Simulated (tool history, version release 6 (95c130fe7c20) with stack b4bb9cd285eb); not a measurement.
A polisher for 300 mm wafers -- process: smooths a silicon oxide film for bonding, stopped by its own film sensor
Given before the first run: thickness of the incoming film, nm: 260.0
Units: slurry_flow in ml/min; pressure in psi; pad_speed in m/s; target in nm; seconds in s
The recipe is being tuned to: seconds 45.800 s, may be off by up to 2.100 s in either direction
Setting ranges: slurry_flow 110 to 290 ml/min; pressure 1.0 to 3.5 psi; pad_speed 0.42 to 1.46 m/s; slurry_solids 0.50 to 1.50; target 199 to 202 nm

{"run": 1, "hour": 0.0, "slurry_flow": 185, "pressure": 2.2, "pad_speed": 0.94, "slurry_solids": 1.0, "target": 202, "seconds": 96.453}
{"run": 2, "hour": 2.7, "slurry_flow": 185, "pressure": 2.2, "pad_speed": 1.12, "slurry_solids": 1.0, "target": 202, "seconds": 81.279}
{"run": 3, "hour": 5.7, "slurry_flow": 185, "pressure": 2.6, "pad_speed": 1.14, "slurry_solids": 1.0, "target": 202, "seconds": 70.223}
{"run": 4, "hour": 11.0, "slurry_flow": 185, "pressure": 2.8, "pad_speed": 1.14, "slurry_solids": 1.0, "target": 202, "seconds": 63.807}
{"run": 5, "hour": 18.7, "slurry_flow": 185, "pressure": 3.0, "pad_speed": 1.16, "slurry_solids": 1.0, "target": 202, "seconds": 58.399}
{"run": 6, "hour": 21.3, "slurry_flow": 185, "pressure": 3.0, "pad_speed": 1.16, "slurry_solids": 1.0, "target": 202, "seconds": 58.967}
{"run": 7, "hour": 25.9, "slurry_flow": 185, "pressure": 3.2, "pad_speed": 1.18, "slurry_solids": 1.0, "target": 202, "seconds": 55.738}
{"run": 8, "hour": 28.2, "slurry_flow": 185, "pressure": 3.3, "pad_speed": 1.22, "slurry_solids": 1.0, "target": 202, "seconds": 52.344}
{"run": 9, "hour": 29.0, "slurry_flow": 185, "pressure": 3.4, "pad_speed": 1.24, "slurry_solids": 1.0, "target": 202, "seconds": 48.575}

Below are 5 possible settings for the next run. Only one of them brings all results inside the allowed miss of their targets. Which is it?
{"run": "A", "hour": 29.8, "slurry_flow": 225, "pressure": 3.3, "pad_speed": 1.24, "slurry_solids": 1.0, "target": 201, "seconds": "?"}
{"run": "B", "hour": 29.8, "slurry_flow": 180, "pressure": 3.5, "pad_speed": 1.22, "slurry_solids": 0.9, "target": 202, "seconds": "?"}
{"run": "C", "hour": 29.8, "slurry_flow": 190, "pressure": 3.3, "pad_speed": 1.28, "slurry_solids": 1.05, "target": 199, "seconds": "?"}
{"run": "D", "hour": 29.8, "slurry_flow": 180, "pressure": 3.5, "pad_speed": 1.24, "slurry_solids": 0.9, "target": 202, "seconds": "?"}
{"run": "E", "hour": 29.8, "slurry_flow": 195, "pressure": 3.3, "pad_speed": 1.28, "slurry_solids": 1.15, "target": 202, "seconds": "?"}

move=A seconds=50.019
move=B seconds=52.228
move=C seconds=50.040
move=D seconds=51.553
move=E seconds=44.951
A: the biggest miss grows against the last run
B: the biggest miss grows against the last run
C: the biggest miss grows against the last run
D: the biggest miss grows against the last run
E: in spec on every target
Go with E: it meets all targets.

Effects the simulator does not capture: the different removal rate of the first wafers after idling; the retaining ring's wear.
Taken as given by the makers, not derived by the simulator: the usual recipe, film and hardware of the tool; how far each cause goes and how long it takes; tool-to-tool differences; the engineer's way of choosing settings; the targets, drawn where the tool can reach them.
